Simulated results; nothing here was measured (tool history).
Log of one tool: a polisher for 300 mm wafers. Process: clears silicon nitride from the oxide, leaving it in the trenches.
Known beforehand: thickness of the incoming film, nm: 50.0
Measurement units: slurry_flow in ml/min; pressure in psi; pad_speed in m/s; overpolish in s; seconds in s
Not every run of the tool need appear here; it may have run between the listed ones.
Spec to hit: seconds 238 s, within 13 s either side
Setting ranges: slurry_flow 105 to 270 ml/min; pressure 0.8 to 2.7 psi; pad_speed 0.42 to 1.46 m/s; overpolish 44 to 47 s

{"run": 1, "hour": 0.0, "slurry_flow": 175, "pressure": 1.7, "pad_speed": 0.94, "overpolish": 44, "seconds": 123.28}
{"run": 2, "hour": 7.0, "slurry_flow": 175, "pressure": 1.4, "pad_speed": 0.9, "overpolish": 44, "seconds": 152.31}
{"run": 3, "hour": 14.2, "slurry_flow": 175, "pressure": 1.2, "pad_speed": 0.86, "overpolish": 44, "seconds": 181.68}
{"run": 4, "hour": 19.7, "slurry_flow": 150, "pressure": 1.2, "pad_speed": 0.86, "overpolish": 44, "seconds": 189.65}
{"run": 5, "hour": 23.9, "slurry_flow": 120, "pressure": 1.2, "pad_speed": 0.86, "overpolish": 44, "seconds": 198.66}
{"run": 6, "hour": 32.8, "slurry_flow": 120, "pressure": 1.4, "pad_speed": 0.86, "overpolish": 44, "seconds": 169.94}
{"run": 7, "hour": 33.7, "slurry_flow": 120, "pressure": 1.3, "pad_speed": 0.86, "overpolish": 44, "seconds": 184.71}
{"run": 8, "hour": 39.1, "slurry_flow": 120, "pressure": 0.9, "pad_speed": 0.84, "overpolish": 44, "seconds": 272.07}
{"run": 9, "hour": 45.3, "slurry_flow": 125, "pressure": 0.9, "pad_speed": 0.84, "overpolish": 44, "seconds": 272.97}
{"run": 10, "hour": 52.8, "slurry_flow": 130, "pressure": 0.9, "pad_speed": 0.84, "overpolish": 44, "seconds": 267.02}
{"run": 11, "hour": 59.1, "slurry_flow": 135, "pressure": 0.9, "pad_speed": 0.84, "overpolish": 44, "seconds": 258.46}
{"run": 12, "hour": 63.6, "slurry_flow": 140, "pressure": 0.9, "pad_speed": 0.84, "overpolish": 44, "seconds": 258.33}

Of the 4 settings listed for the next run, only one would bring every result within its allowed miss of target. Which one?
{"run": "A", "hour": 68.1, "slurry_flow": 160, "pressure": 1, "pad_speed": 0.8, "overpolish": 45, "seconds": "?"}
{"run": "B", "hour": 68.1, "slurry_flow": 195, "pressure": 0.9, "pad_speed": 0.66, "overpolish": 44, "seconds": "?"}
{"run": "C", "hour": 68.1, "slurry_flow": 125, "pressure": 0.8, "pad_speed": 0.94, "overpolish": 44, "seconds": "?"}
{"run": "D", "hour": 68.1, "slurry_flow": 145, "pressure": 1.1, "pad_speed": 0.56, "overpolish": 47, "seconds": "?"}

move=A seconds=237.73
move=B seconds=288.57
move=C seconds=276.41
move=D seconds=277.8
A: in spec on every target
B: misses by more than the last run did
C: misses by more than the last run did
D: misses by more than the last run did
So the answer is move A, the one that meets all the targets.
